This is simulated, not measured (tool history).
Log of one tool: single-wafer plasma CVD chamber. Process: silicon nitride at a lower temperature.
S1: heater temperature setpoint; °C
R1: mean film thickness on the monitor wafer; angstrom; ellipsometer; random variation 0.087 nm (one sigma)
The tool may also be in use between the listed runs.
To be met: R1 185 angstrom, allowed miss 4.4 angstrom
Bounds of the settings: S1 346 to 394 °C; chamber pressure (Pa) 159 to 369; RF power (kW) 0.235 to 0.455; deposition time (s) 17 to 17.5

Run 1, hour 0: S1 370 °C, chamber pressure (Pa) 264, RF power (kW) 0.345, deposition time (s) 17. Result: R1 217.8 angstrom.
Run 2, hour 4.7: S1 370 °C, chamber pressure (Pa) 293, RF power (kW) 0.345, deposition time (s) 17. Result: R1 225.09 angstrom.
Run 3, hour 7.9: S1 370 °C, chamber pressure (Pa) 293, RF power (kW) 0.345, deposition time (s) 17.5. Result: R1 230.05 angstrom.
Run 4, hour 10.6: S1 370 °C, chamber pressure (Pa) 279, RF power (kW) 0.33, deposition time (s) 17.4. Result: R1 219.21 angstrom.
Run 5, hour 12.3: S1 370 °C, chamber pressure (Pa) 279, RF power (kW) 0.33, deposition time (s) 17. Result: R1 215.55 angstrom.
Run 6, hour 18.7: S1 370 °C, chamber pressure (Pa) 279, RF power (kW) 0.375, deposition time (s) 17. Result: R1 234.52 angstrom.
Run 7, hour 21.7: S1 370 °C, chamber pressure (Pa) 260, RF power (kW) 0.355, deposition time (s) 17. Result: R1 221.62 angstrom.
Run 8, hour 27: S1 370 °C, chamber pressure (Pa) 245, RF power (kW) 0.34, deposition time (s) 17. Result: R1 210.86 angstrom.
Run 9, hour 33.7: S1 370 °C, chamber pressure (Pa) 232, RF power (kW) 0.335, deposition time (s) 17. Result: R1 202.69 angstrom.
Run 10, hour 36.2: S1 370 °C, chamber pressure (Pa) 221, RF power (kW) 0.335, deposition time (s) 17. Result: R1 199.95 angstrom.
Run 11, hour 44.5: S1 370 °C, chamber pressure (Pa) 212, RF power (kW) 0.335, deposition time (s) 17. Result: R1 196.86 angstrom.
Run 12, hour 46.4: S1 370 °C, chamber pressure (Pa) 205, RF power (kW) 0.335, deposition time (s) 17. Result: R1 194.06 angstrom.
Run 13, hour 51.5: S1 370 °C, chamber pressure (Pa) 200, RF power (kW) 0.335, deposition time (s) 17. Result: R1 192.38 angstrom.
Run 14, hour 54.5: S1 370 °C, chamber pressure (Pa) 196, RF power (kW) 0.335, deposition time (s) 17. Result: R1 190.72 angstrom.
Run 15, hour 57.7: S1 370 °C, chamber pressure (Pa) 196, RF power (kW) 0.335, deposition time (s) 17. Result: R1 190.93 angstrom.

Which of these 4 next moves meets every target?
Run A, hour 60.9: S1 374 °C, chamber pressure (Pa) 231, RF power (kW) 0.3, deposition time (s) 17. Result: R1 ?.
Run B, hour 60.9: S1 378 °C, chamber pressure (Pa) 179, RF power (kW) 0.315, deposition time (s) 17. Result: R1 ?.
Run C, hour 60.9: S1 377 °C, chamber pressure (Pa) 165, RF power (kW) 0.325, deposition time (s) 17. Result: R1 ?.
Run D, hour 60.9: S1 369 °C, chamber pressure (Pa) 221, RF power (kW) 0.315, deposition time (s) 17.1. Result: R1 ?.

move      R1
   A   186.8
   B  174.94
   C  172.88
   D  192.32
A: meets every target
B: takes the result that was furthest off past its target
C: takes the result that was furthest off past its target
D: further off than the last run
The right move is A.

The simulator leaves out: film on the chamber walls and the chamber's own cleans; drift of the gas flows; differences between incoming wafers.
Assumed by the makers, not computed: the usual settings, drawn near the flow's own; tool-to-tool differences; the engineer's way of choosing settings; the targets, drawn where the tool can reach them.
